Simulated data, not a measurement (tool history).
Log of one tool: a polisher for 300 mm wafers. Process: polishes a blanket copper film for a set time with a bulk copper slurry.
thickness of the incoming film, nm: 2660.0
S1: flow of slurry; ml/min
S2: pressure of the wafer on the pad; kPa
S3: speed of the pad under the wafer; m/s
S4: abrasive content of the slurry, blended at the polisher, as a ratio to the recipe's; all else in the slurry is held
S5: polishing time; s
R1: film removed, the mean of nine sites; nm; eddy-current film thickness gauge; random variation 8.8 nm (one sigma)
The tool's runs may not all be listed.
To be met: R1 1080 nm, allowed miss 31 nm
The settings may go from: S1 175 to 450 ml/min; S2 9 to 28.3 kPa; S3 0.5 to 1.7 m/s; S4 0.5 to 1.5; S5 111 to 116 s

run	hour	S1	S2	S3	S4	S5	R1
1	0	290	18.6	1.1	1	111	1250.8
2	4.8	290	17.9	1.1	1	111	1189.8
3	6.3	290	17.9	1.1	0.9	111	1172.3
4	11.8	290	17.9	1.1	0.9	116	1234.8
5	19.8	290	17.2	1.1	0.9	116	1186.8
6	28.6	245	17.2	1.1	0.9	116	1159.4
7	35.6	240	17.2	1.1	0.9	116	1174.3
8	41.4	240	16.5	1.1	0.9	116	1134.4

5 next moves are on the table. One of them brings every result within its allowed miss. Which?
A	47.2	260	19.3	1.06	0.7	116	?
B	47.2	225	17.2	1.12	0.85	114	?
C	47.2	255	13.8	1.32	1	115	?
D	47.2	275	14.5	1.2	0.9	114	?
E	47.2	175	17.9	1.38	0.65	114	?

move	R1
A	1150.7
B	1133.6
C	1169.8
D	1093.4
E	1177.5
A: further off than the last run
B: as far off as the last run
C: further off than the last run
D: meets every target
E: further off than the last run
Answer: D
